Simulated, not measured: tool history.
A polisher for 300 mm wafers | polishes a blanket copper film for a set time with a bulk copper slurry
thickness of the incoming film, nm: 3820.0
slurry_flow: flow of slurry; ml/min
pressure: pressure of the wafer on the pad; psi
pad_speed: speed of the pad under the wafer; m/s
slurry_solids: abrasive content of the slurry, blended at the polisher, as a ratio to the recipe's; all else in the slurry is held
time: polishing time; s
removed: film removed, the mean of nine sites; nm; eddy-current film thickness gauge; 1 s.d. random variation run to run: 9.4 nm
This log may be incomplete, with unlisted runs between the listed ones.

run,hour,slurry_flow,pressure,pad_speed,slurry_solids,time,removed
1,0.0,195,2.2,1.32,1.0,55,599.08
2,5.8,230,2.2,1.32,1.0,55,600.41
3,14.6,230,2.5,1.32,1.0,55,690.38
4,18.7,255,2.5,1.32,1.0,55,699.82
5,20.4,255,2.5,1.32,1.0,50,636.28
6,25.1,255,2.8,1.34,1.0,50,715.65
7,27.7,255,3.0,1.38,1.0,50,788.49
8,36.5,255,3.1,1.42,1.0,50,825.23
9,37.7,255,3.2,1.46,1.0,50,882.71

For run 10, what comes out?
10,44.6,255,3.3,1.48,1.0,50,?

For run 10 the tool returned removed 917.16 nm.
